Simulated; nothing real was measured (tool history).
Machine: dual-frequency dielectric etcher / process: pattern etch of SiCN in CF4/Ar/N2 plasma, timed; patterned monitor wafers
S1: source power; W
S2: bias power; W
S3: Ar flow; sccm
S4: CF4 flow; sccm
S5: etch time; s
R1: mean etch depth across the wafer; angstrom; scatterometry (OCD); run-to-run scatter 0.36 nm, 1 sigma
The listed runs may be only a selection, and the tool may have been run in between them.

run,hour,S1,S2,S3,S4,S5,R1
1,0,360,82,128,72,123.5,831.2
2,2.7,330,81,128,72,123.5,762.06
3,9.3,320,81,128,72,123.5,738.79
4,11.4,350,81,128,72,123.5,811.09
5,14.7,350,81,128,72,123.5,812.57
6,21.4,330,80,128,72,123.5,766.56

What will run 7 give?
7,26.9,310,79,128,72,123.5,?

For run 7 the tool returned R1 702.81 angstrom.
